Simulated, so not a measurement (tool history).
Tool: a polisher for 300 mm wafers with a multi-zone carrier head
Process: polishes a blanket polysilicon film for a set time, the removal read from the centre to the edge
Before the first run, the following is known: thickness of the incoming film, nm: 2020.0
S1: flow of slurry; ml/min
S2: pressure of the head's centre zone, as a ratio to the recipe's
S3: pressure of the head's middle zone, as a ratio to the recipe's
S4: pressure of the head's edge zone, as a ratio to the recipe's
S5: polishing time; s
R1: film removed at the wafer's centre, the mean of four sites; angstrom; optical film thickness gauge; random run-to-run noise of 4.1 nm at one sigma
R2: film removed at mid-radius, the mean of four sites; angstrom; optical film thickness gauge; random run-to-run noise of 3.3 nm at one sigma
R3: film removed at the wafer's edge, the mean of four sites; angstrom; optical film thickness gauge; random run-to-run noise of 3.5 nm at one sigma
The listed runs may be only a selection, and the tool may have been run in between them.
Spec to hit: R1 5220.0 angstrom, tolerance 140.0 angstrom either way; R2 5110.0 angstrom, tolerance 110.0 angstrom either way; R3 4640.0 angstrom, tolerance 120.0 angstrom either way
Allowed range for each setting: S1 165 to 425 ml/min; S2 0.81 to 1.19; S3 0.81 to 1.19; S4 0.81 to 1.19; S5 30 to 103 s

{"run": 1, "hour": 0.0, "S1": 275, "S2": 1.0, "S3": 1.0, "S4": 1.0, "S5": 66, "R1": 3209.9, "R2": 3118.5, "R3": 3072.6}
{"run": 2, "hour": 5.4, "S1": 275, "S2": 1.0, "S3": 1.0, "S4": 1.0, "S5": 51, "R1": 2510.1, "R2": 2437.3, "R3": 2350.3}
{"run": 3, "hour": 14.2, "S1": 300, "S2": 1.05, "S3": 1.06, "S4": 1.05, "S5": 63, "R1": 3315.7, "R2": 3200.0, "R3": 2955.7}
{"run": 4, "hour": 18.0, "S1": 300, "S2": 1.06, "S3": 1.08, "S4": 1.08, "S5": 71, "R1": 3729.8, "R2": 3576.2, "R3": 3405.0}
{"run": 5, "hour": 26.6, "S1": 300, "S2": 1.06, "S3": 1.08, "S4": 1.03, "S5": 71, "R1": 3773.6, "R2": 3567.8, "R3": 3340.1}
{"run": 6, "hour": 27.8, "S1": 300, "S2": 1.06, "S3": 1.13, "S4": 1.03, "S5": 71, "R1": 3733.0, "R2": 3740.7, "R3": 3369.7}
{"run": 7, "hour": 34.3, "S1": 315, "S2": 1.08, "S3": 1.15, "S4": 1.06, "S5": 77, "R1": 4111.3, "R2": 4140.1, "R3": 3711.7}
{"run": 8, "hour": 38.8, "S1": 320, "S2": 1.1, "S3": 1.16, "S4": 1.09, "S5": 81, "R1": 4449.7, "R2": 4342.9, "R3": 3984.7}
{"run": 9, "hour": 44.8, "S1": 335, "S2": 1.11, "S3": 1.17, "S4": 1.09, "S5": 84, "R1": 4730.5, "R2": 4609.7, "R3": 4093.5}

Which of these 4 next moves meets every target?
{"run": "A", "hour": 50.8, "S1": 305, "S2": 1.01, "S3": 1.04, "S4": 1.19, "S5": 97, "R1": "?", "R2": "?", "R3": "?"}
{"run": "B", "hour": 50.8, "S1": 390, "S2": 1.05, "S3": 1.1, "S4": 1.03, "S5": 97, "R1": "?", "R2": "?", "R3": "?"}
{"run": "C", "hour": 50.8, "S1": 320, "S2": 1.04, "S3": 1.07, "S4": 1.14, "S5": 101, "R1": "?", "R2": "?", "R3": "?"}
{"run": "D", "hour": 50.8, "S1": 370, "S2": 1.17, "S3": 1.13, "S4": 1.08, "S5": 95, "R1": "?", "R2": "?", "R3": "?"}

move=A R1=4848.3 R2=4828.8 R3=4949.3
move=B R1=5151.8 R2=5142.3 R3=4665.1
move=C R1=5223.6 R2=5160.3 R3=5053.5
move=D R1=5603.9 R2=5120.3 R3=4662.0
A: takes the biggest miss from the last run beyond its target
B: in spec on every target
C: takes the biggest miss from the last run beyond its target
D: the furthest-off result lands on target, but another misses its tolerance
So the answer is move B, the one that meets all the targets.

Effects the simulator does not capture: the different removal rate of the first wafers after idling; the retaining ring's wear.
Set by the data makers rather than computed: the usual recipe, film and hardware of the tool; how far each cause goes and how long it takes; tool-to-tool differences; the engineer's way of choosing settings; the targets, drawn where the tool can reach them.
